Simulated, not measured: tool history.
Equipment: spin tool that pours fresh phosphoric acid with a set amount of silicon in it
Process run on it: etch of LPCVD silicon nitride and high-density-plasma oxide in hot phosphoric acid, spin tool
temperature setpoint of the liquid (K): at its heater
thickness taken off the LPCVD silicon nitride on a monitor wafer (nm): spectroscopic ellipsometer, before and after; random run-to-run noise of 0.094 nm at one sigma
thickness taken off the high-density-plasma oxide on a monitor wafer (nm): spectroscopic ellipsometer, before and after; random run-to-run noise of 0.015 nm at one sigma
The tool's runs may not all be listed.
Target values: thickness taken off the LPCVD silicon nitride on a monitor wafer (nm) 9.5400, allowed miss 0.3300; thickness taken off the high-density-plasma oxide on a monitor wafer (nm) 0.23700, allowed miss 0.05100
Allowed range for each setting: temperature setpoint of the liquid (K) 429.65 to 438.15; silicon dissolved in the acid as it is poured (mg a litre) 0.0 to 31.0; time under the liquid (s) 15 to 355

| run | hour | temperature setpoint of the liquid (K) | silicon dissolved in the acid as it is poured (mg a litre) | time under the liquid (s) | thickness taken off the LPCVD silicon nitride on a monitor wafer (nm) | thickness taken off the high-density-plasma oxide on a monitor wafer (nm) |
|---|---|---|---|---|---|---|
| 1 | 0.0 | 433.15 | 13.5 | 180 | 16.0030 | 0.42115 |
| 2 | 5.9 | 432.65 | 13.5 | 165 | 14.7370 | 0.40053 |
| 3 | 14.5 | 432.65 | 14.5 | 150 | 13.1490 | 0.33872 |
| 4 | 17.0 | 432.65 | 14.5 | 220 | 19.6910 | 0.53866 |
| 5 | 20.4 | 434.15 | 14.5 | 220 | 20.4350 | 0.57681 |
| 6 | 24.5 | 434.15 | 6.5 | 220 | 20.2580 | 0.62825 |
| 7 | 26.7 | 433.65 | 7.5 | 195 | 17.8190 | 0.59588 |
| 8 | 34.2 | 433.15 | 9.0 | 175 | 15.7540 | 0.53381 |
| 9 | 41.7 | 433.15 | 11.0 | 160 | 14.4160 | 0.38473 |
| 10 | 42.5 | 432.65 | 11.0 | 145 | 12.6640 | 0.35886 |
| 11 | 45.9 | 432.15 | 11.5 | 140 | 12.0940 | 0.32044 |
| 12 | 54.3 | 431.65 | 11.5 | 135 | 11.3830 | 0.30392 |
| 13 | 58.5 | 431.65 | 11.5 | 135 | 11.4330 | 0.30761 |
| 14 | 67.1 | 430.15 | 13.0 | 105 | 8.5880 | 0.20855 |
| 15 | 70.9 | 430.65 | 13.0 | 105 | 8.6923 | 0.23354 |
| 16 | 73.3 | 431.15 | 19.0 | 120 | 10.0670 | 0.20761 |

Consider the 5 candidate settings below. Which is the only one whose results all fall within their allowed miss of target?
| A | 75.7 | 429.65 | 11.5 | 120 | ? | ? |
| B | 75.7 | 433.15 | 30.5 | 115 | ? | ? |
| C | 75.7 | 431.65 | 28.0 | 130 | ? | ? |
| D | 75.7 | 430.15 | 30.5 | 125 | ? | ? |
| E | 75.7 | 431.15 | 17.0 | 125 | ? | ? |

| move | thickness taken off the LPCVD silicon nitride on a monitor wafer (nm) | thickness taken off the high-density-plasma oxide on a monitor wafer (nm) |
|---|---|---|
| A | 9.5031 | 0.25928 |
| B | 10.2530 | 0.18176 |
| C | 11.0190 | 0.20254 |
| D | 10.0690 | 0.15794 |
| E | 10.4170 | 0.26404 |
A: meets every target
B: its largest miss is bigger than the last run's
C: its largest miss is bigger than the last run's
D: roughly where the last run was
E: its largest miss is bigger than the last run's
So the answer is move A, the one that meets all the targets.
